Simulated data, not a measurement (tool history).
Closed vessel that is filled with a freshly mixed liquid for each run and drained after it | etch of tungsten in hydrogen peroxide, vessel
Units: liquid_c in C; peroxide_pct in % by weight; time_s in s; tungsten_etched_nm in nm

Run 1, hour 0.0: liquid_c 51.0 C, peroxide_pct 21.0 % by weight, time_s 90 s. Result: tungsten_etched_nm 176.74 nm.
Run 2, hour 3.7: liquid_c 51.0 C, peroxide_pct 21.0 % by weight, time_s 95 s. Result: tungsten_etched_nm 186.04 nm.
Run 3, hour 10.1: liquid_c 57.5 C, peroxide_pct 21.0 % by weight, time_s 95 s. Result: tungsten_etched_nm 275.21 nm.
Run 4, hour 17.3: liquid_c 64.5 C, peroxide_pct 21.0 % by weight, time_s 95 s. Result: tungsten_etched_nm 411.13 nm.
Run 5, hour 19.9: liquid_c 64.5 C, peroxide_pct 23.0 % by weight, time_s 95 s. Result: tungsten_etched_nm 431.82 nm.
Run 6, hour 26.4: liquid_c 64.5 C, peroxide_pct 25.5 % by weight, time_s 95 s. Result: tungsten_etched_nm 452.51 nm.
Run 7, hour 28.5: liquid_c 60.5 C, peroxide_pct 25.5 % by weight, time_s 95 s. Result: tungsten_etched_nm 360.48 nm.
Run 8, hour 34.0: liquid_c 58.0 C, peroxide_pct 25.5 % by weight, time_s 95 s. Result: tungsten_etched_nm 312.22 nm.
At hour 35.8: thermometer replaced.
Run 9, hour 35.8: liquid_c 56.5 C, peroxide_pct 25.5 % by weight, time_s 95 s. Result: tungsten_etched_nm 310.33 nm.

Run 10 comes next. What will it give?
Run 10, hour 38.0: liquid_c 48.5 C, peroxide_pct 25.5 % by weight, time_s 95 s. Result: tungsten_etched_nm ?.

tungsten_etched_nm: 191.10 nm

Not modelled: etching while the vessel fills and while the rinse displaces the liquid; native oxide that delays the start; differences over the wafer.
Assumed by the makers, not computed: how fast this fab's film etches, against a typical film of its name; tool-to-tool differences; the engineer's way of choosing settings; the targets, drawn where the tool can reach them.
